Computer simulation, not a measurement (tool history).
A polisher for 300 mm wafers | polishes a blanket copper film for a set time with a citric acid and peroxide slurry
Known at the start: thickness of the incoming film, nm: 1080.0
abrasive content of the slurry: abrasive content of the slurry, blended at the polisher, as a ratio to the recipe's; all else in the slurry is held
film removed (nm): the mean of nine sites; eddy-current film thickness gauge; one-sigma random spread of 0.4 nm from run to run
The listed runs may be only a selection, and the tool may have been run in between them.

run  hour  flow of slurry (ml/min)  pressure of the wafer on the pad (psi)  speed of the pad under the wafer (m/s)  abrasive content of the slurry  polishing time (s)  film removed (nm)
  1     0                      290                                     3.6                                    1.16                               1                  28              79.68
  2   7.4                      290                                     3.9                                    1.16                               1                  28             84.833
  3   9.5                      290                                     3.7                                    1.14                               1                  28             80.506
  4  13.9                      290                                     3.1                                    1.14                               1                  28             67.906
  5  20.6                      290                                     3.1                                    1.14                             0.8                  28             64.396
  6  27.4                      350                                     3.1                                    1.14                             0.8                  28              66.31
  7    31                      350                                       3                                    1.14                             0.8                  28             62.811
  8  32.3                      350                                     2.9                                    1.14                             0.8                  28             62.136
  9  41.3                      350                                     2.8                                    1.14                             0.8                  28             59.153
 10  43.7                      350                                     2.7                                    1.14                             0.8                  28             57.753
       48  -- slurry nozzle cleaned
 11    48                      350                                     2.6                                    1.14                             0.8                  28             56.022
 12  52.8                      345                                     1.6                                    1.12                             0.8                  28             34.866
 13  55.2                      350                                     1.6                                    1.12                             0.8                  28             34.821
 14  61.1                      355                                     1.6                                    1.12                             0.8                  28             35.255
 15  69.1                      360                                     1.6                                    1.12                             0.8                  28             35.317
 16    74                      360                                     1.6                                    1.12                             0.8                  28              34.93
 17    76                      360                                     2.6                                    1.14                             0.8                  28             56.971

What will run 18 give?
 18  77.8                      345                                     2.6                                    1.14                             0.8                  28                  ?

{"run 18": {"film removed (nm)": 55.921}}
